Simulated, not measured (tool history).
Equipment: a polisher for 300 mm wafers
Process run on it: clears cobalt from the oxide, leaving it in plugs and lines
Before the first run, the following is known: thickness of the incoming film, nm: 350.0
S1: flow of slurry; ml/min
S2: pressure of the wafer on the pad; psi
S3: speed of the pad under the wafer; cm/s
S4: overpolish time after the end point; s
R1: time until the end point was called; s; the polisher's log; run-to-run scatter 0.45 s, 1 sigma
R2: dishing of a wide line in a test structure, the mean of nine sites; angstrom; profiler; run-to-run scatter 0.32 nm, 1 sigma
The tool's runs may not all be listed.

Run 1, hour 0.0: S1 250 ml/min, S2 2.4 psi, S3 124 cm/s, S4 9 s. Result: R1 54.552 s, R2 339.63 angstrom.
Run 2, hour 2.9: S1 250 ml/min, S2 2.2 psi, S3 124 cm/s, S4 9 s. Result: R1 58.990 s, R2 322.48 angstrom.
Run 3, hour 4.4: S1 250 ml/min, S2 2.4 psi, S3 124 cm/s, S4 8 s. Result: R1 53.872 s, R2 318.85 angstrom.
Run 4, hour 13.1: S1 250 ml/min, S2 2.4 psi, S3 124 cm/s, S4 10 s. Result: R1 54.081 s, R2 349.93 angstrom.
Run 5, hour 15.5: S1 250 ml/min, S2 2.4 psi, S3 124 cm/s, S4 12 s. Result: R1 54.179 s, R2 392.20 angstrom.
Run 6, hour 21.6: S1 250 ml/min, S2 2.6 psi, S3 124 cm/s, S4 10 s. Result: R1 50.442 s, R2 371.16 angstrom.
Run 7, hour 25.6: S1 250 ml/min, S2 2.7 psi, S3 124 cm/s, S4 9 s. Result: R1 48.677 s, R2 360.00 angstrom.
Run 8, hour 29.8: S1 250 ml/min, S2 2.7 psi, S3 124 cm/s, S4 9 s. Result: R1 48.335 s, R2 354.92 angstrom.

Expected results for the next run?
Run 9, hour 32.9: S1 250 ml/min, S2 2.8 psi, S3 124 cm/s, S4 8 s. Result: R1 ?, R2 ?.

R1: 46.201 s
R2: 348.42 angstrom
